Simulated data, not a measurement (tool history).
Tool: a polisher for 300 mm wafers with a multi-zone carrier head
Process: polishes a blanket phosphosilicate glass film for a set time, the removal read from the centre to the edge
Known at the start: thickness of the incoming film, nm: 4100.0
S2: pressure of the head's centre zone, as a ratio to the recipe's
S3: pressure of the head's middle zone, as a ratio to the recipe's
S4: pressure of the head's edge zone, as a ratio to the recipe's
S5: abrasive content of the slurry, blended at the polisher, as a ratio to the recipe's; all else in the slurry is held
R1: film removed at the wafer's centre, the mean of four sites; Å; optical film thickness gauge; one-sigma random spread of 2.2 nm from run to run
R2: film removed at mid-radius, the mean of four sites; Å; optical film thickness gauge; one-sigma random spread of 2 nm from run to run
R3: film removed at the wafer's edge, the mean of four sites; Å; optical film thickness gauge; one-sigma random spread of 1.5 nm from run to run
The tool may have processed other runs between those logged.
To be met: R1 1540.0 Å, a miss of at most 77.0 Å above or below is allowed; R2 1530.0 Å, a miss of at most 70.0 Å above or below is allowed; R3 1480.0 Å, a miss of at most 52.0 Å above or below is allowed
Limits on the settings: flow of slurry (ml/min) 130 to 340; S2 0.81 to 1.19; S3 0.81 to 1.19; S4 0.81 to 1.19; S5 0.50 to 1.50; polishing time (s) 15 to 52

{"run": 1, "hour": 0.0, "flow of slurry (ml/min)": 220, "S2": 1.0, "S3": 1.0, "S4": 1.0, "S5": 1.0, "polishing time (s)": 33, "R1": 2026.4, "R2": 2058.7, "R3": 2017.2}
{"run": 2, "hour": 5.8, "flow of slurry (ml/min)": 260, "S2": 1.0, "S3": 1.0, "S4": 1.0, "S5": 1.0, "polishing time (s)": 33, "R1": 2020.9, "R2": 2088.3, "R3": 2051.7}
{"run": 3, "hour": 11.3, "flow of slurry (ml/min)": 260, "S2": 1.05, "S3": 1.0, "S4": 1.0, "S5": 1.0, "polishing time (s)": 33, "R1": 2136.5, "R2": 2057.2, "R3": 2070.9}
{"run": 4, "hour": 12.1, "flow of slurry (ml/min)": 260, "S2": 1.05, "S3": 1.0, "S4": 0.94, "S5": 1.0, "polishing time (s)": 33, "R1": 2125.0, "R2": 2093.4, "R3": 1986.2}
{"run": 5, "hour": 19.0, "flow of slurry (ml/min)": 260, "S2": 1.05, "S3": 0.94, "S4": 0.94, "S5": 1.0, "polishing time (s)": 33, "R1": 2164.0, "R2": 1923.2, "R3": 2014.3}
{"run": 6, "hour": 20.6, "flow of slurry (ml/min)": 235, "S2": 1.05, "S3": 0.94, "S4": 0.94, "S5": 1.0, "polishing time (s)": 33, "R1": 2106.7, "R2": 1989.0, "R3": 1992.6}
{"run": 7, "hour": 22.9, "flow of slurry (ml/min)": 230, "S2": 1.04, "S3": 0.94, "S4": 0.93, "S5": 0.9, "polishing time (s)": 33, "R1": 2086.5, "R2": 1902.0, "R3": 1949.7}
{"run": 8, "hour": 23.9, "flow of slurry (ml/min)": 230, "S2": 1.02, "S3": 0.95, "S4": 0.92, "S5": 0.85, "polishing time (s)": 32, "R1": 1905.6, "R2": 1825.0, "R3": 1833.8}
{"run": 9, "hour": 24.7, "flow of slurry (ml/min)": 230, "S2": 1.02, "S3": 0.95, "S4": 0.91, "S5": 0.8, "polishing time (s)": 31, "R1": 1806.2, "R2": 1746.7, "R3": 1739.3}
{"run": 10, "hour": 27.6, "flow of slurry (ml/min)": 230, "S2": 1.02, "S3": 0.95, "S4": 0.9, "S5": 0.75, "polishing time (s)": 31, "R1": 1798.7, "R2": 1685.0, "R3": 1687.5}
{"run": 11, "hour": 30.7, "flow of slurry (ml/min)": 230, "S2": 1.02, "S3": 0.95, "S4": 0.9, "S5": 0.75, "polishing time (s)": 31, "R1": 1800.8, "R2": 1687.2, "R3": 1657.9}
{"run": 12, "hour": 35.9, "flow of slurry (ml/min)": 230, "S2": 1.01, "S3": 0.95, "S4": 0.9, "S5": 0.7, "polishing time (s)": 31, "R1": 1754.7, "R2": 1633.3, "R3": 1623.9}
{"run": 13, "hour": 44.5, "flow of slurry (ml/min)": 230, "S2": 1.0, "S3": 0.95, "S4": 0.9, "S5": 0.65, "polishing time (s)": 31, "R1": 1642.6, "R2": 1668.5, "R3": 1622.1}
{"run": 14, "hour": 48.9, "flow of slurry (ml/min)": 230, "S2": 1.0, "S3": 0.95, "S4": 0.89, "S5": 0.6, "polishing time (s)": 31, "R1": 1617.2, "R2": 1561.5, "R3": 1530.0}

Which one of the following 5 next-run settings gets every result inside its allowed miss? There is exactly one.
{"run": "A", "hour": 53.3, "flow of slurry (ml/min)": 340, "S2": 0.94, "S3": 0.91, "S4": 0.81, "S5": 0.5, "polishing time (s)": 32, "R1": "?", "R2": "?", "R3": "?"}
{"run": "B", "hour": 53.3, "flow of slurry (ml/min)": 235, "S2": 0.9, "S3": 1.02, "S4": 0.83, "S5": 0.5, "polishing time (s)": 30, "R1": "?", "R2": "?", "R3": "?"}
{"run": "C", "hour": 53.3, "flow of slurry (ml/min)": 170, "S2": 0.85, "S3": 0.91, "S4": 0.87, "S5": 0.7, "polishing time (s)": 31, "R1": "?", "R2": "?", "R3": "?"}
{"run": "D", "hour": 53.3, "flow of slurry (ml/min)": 175, "S2": 0.9, "S3": 0.99, "S4": 0.92, "S5": 0.75, "polishing time (s)": 28, "R1": "?", "R2": "?", "R3": "?"}
{"run": "E", "hour": 53.3, "flow of slurry (ml/min)": 215, "S2": 0.93, "S3": 1.01, "S4": 0.86, "S5": 0.55, "polishing time (s)": 29, "R1": "?", "R2": "?", "R3": "?"}

move=A R1=1505.7 R2=1548.4 R3=1473.1
move=B R1=1304.7 R2=1539.5 R3=1360.5
move=C R1=1360.4 R2=1560.5 R3=1557.4
move=D R1=1336.2 R2=1544.9 R3=1477.3
move=E R1=1329.1 R2=1506.6 R3=1366.8
A: in spec on every target
B: takes the result that was furthest off past its target
C: takes the result that was furthest off past its target
D: takes the result that was furthest off past its target
E: takes the result that was furthest off past its target
So the answer is move A, the one that meets all the targets.

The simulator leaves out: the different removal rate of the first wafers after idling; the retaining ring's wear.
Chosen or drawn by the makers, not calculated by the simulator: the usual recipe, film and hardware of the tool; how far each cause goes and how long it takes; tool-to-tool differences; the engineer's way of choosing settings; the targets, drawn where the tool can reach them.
